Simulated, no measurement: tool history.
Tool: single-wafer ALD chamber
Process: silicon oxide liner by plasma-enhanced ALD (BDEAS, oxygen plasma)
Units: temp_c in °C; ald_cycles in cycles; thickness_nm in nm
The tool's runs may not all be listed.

| run | hour | temp_c | ald_cycles | thickness_nm |
|---|---|---|---|---|
| 1 | 0 | 320 | 82 | 6.9801 |
| 2 | 8.6 | 320 | 73 | 6.1809 |
| 3 | 10.7 | 330 | 73 | 6.1472 |
| 4 | 17.7 | 330 | 81 | 6.7443 |
| 5 | 24.6 | 329 | 87 | 7.2481 |
| 6 | 27.1 | 328 | 91 | 7.635 |

Run 7 comes next. What will it give?
| 7 | 28.8 | 328 | 94 | ? |

thickness_nm: 7.8417 nm
